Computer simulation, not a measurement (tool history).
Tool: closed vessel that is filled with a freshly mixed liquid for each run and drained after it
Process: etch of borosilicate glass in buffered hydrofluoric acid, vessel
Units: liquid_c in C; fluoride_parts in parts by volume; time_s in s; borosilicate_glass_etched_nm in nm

run 1 hour=0 | liquid_c=21 fluoride_parts=18.5 time_s=30 | borosilicate_glass_etched_nm=18.831
run 2 hour=2 | liquid_c=21 fluoride_parts=18.5 time_s=30 | borosilicate_glass_etched_nm=18.728
run 3 hour=10.4 | liquid_c=24.5 fluoride_parts=18.5 time_s=30 | borosilicate_glass_etched_nm=22.738
run 4 hour=12.4 | liquid_c=22.5 fluoride_parts=19.5 time_s=30 | borosilicate_glass_etched_nm=19.455
run 5 hour=21.4 | liquid_c=22.5 fluoride_parts=14.5 time_s=30 | borosilicate_glass_etched_nm=25.965
run 6 hour=23.1 | liquid_c=22.5 fluoride_parts=19.5 time_s=30 | borosilicate_glass_etched_nm=19.226
run 7 hour=32.2 | liquid_c=18.5 fluoride_parts=22 time_s=30 | borosilicate_glass_etched_nm=14.155

Run 8 comes next. What will it give?
run 8 hour=34.8 | liquid_c=18 fluoride_parts=22 time_s=30 | borosilicate_glass_etched_nm=?

Run 8 gave borosilicate_glass_etched_nm 13.877 nm.

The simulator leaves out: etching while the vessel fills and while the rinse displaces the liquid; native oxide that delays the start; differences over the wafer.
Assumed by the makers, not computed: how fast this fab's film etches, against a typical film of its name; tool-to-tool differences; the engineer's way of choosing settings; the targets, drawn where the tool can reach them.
